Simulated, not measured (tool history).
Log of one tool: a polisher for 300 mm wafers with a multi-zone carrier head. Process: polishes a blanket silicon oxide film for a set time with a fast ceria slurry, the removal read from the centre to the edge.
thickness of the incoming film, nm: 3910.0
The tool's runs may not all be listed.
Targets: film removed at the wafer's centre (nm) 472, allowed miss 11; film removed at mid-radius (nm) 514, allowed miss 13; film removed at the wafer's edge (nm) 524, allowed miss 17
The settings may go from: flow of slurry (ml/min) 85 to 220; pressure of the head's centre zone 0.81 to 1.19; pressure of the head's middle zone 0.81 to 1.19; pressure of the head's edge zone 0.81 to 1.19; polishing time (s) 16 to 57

run	hour	flow of slurry (ml/min)	pressure of the head's centre zone	pressure of the head's middle zone	pressure of the head's edge zone	polishing time (s)	film removed at the wafer's centre (nm)	film removed at mid-radius (nm)	film removed at the wafer's edge (nm)
1	0	140	1	1	1	36	602.04	585.77	587.27
2	8.2	140	1	1	0.97	36	599.44	600.46	587.9
3	9.1	140	1	1.07	0.97	36	604.59	633.13	586.72
4	13.1	130	0.97	1.03	0.96	36	568.69	607.32	582.38
5	14.8	130	0.97	0.97	0.96	36	566.37	577.41	584.54
6	15.7	130	0.97	0.89	0.96	36	571.3	541.01	579.17
7	19.8	120	0.95	0.89	0.93	36	542.62	534.5	568.76
8	25.8	115	0.94	0.89	0.9	36	534.23	531.21	547.05
9	29.7	110	0.92	0.89	0.89	36	518.7	526.03	542.02
10	37.9	105	0.91	0.89	0.89	36	505.73	519.05	541.59
11	45.9	105	0.91	0.89	0.89	36	505.23	515.59	537.3
12	50.2	100	0.9	0.9	0.89	36	490.5	522.14	542.5
13	55.4	95	0.9	0.9	0.88	36	479.4	502.65	521.23

4 next moves are on the table. One of them brings every result within its allowed miss. Which?
A	60.6	85	0.92	0.84	0.92	36	?	?	?
B	60.6	110	0.88	0.94	0.92	34	?	?	?
C	60.6	100	0.91	0.86	0.86	36	?	?	?
D	60.6	90	0.84	0.86	0.94	36	?	?	?

move	film removed at the wafer's centre (nm)	film removed at mid-radius (nm)	film removed at the wafer's edge (nm)
A	478.82	472.01	527.54
B	468.96	516.18	521.47
C	499.39	501.98	527.21
D	445.5	487.84	538.65
A: further off than the last run
B: meets every target
C: brings the result that was furthest off to its target, and leaves another outside
D: further off than the last run
Answer: B
